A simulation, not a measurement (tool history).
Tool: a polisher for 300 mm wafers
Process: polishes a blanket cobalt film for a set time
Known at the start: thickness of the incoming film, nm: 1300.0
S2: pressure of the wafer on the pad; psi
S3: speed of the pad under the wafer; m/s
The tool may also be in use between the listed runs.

{"run": 1, "hour": 0.0, "flow of slurry (ml/min)": 200, "S2": 1.6, "S3": 0.78, "polishing time (s)": 31, "film removed (nm)": 84.132}
{"run": 2, "hour": 1.7, "flow of slurry (ml/min)": 200, "S2": 1.6, "S3": 0.78, "polishing time (s)": 28, "film removed (nm)": 78.22}
{"run": 3, "hour": 5.6, "flow of slurry (ml/min)": 200, "S2": 1.6, "S3": 0.78, "polishing time (s)": 28, "film removed (nm)": 77.552}
{"run": 4, "hour": 14.2, "flow of slurry (ml/min)": 220, "S2": 1.6, "S3": 0.78, "polishing time (s)": 28, "film removed (nm)": 77.875}
{"run": 5, "hour": 20.2, "flow of slurry (ml/min)": 220, "S2": 1.7, "S3": 0.8, "polishing time (s)": 28, "film removed (nm)": 85.796}
{"run": 6, "hour": 22.6, "flow of slurry (ml/min)": 220, "S2": 1.7, "S3": 0.8, "polishing time (s)": 31, "film removed (nm)": 93.45}
{"run": 7, "hour": 30.8, "flow of slurry (ml/min)": 220, "S2": 1.8, "S3": 0.8, "polishing time (s)": 31, "film removed (nm)": 98.845}

Forecast run 8:
{"run": 8, "hour": 36.7, "flow of slurry (ml/min)": 220, "S2": 1.9, "S3": 0.8, "polishing time (s)": 31, "film removed (nm)": "?"}

{"run 8": {"film removed (nm)": 105}}

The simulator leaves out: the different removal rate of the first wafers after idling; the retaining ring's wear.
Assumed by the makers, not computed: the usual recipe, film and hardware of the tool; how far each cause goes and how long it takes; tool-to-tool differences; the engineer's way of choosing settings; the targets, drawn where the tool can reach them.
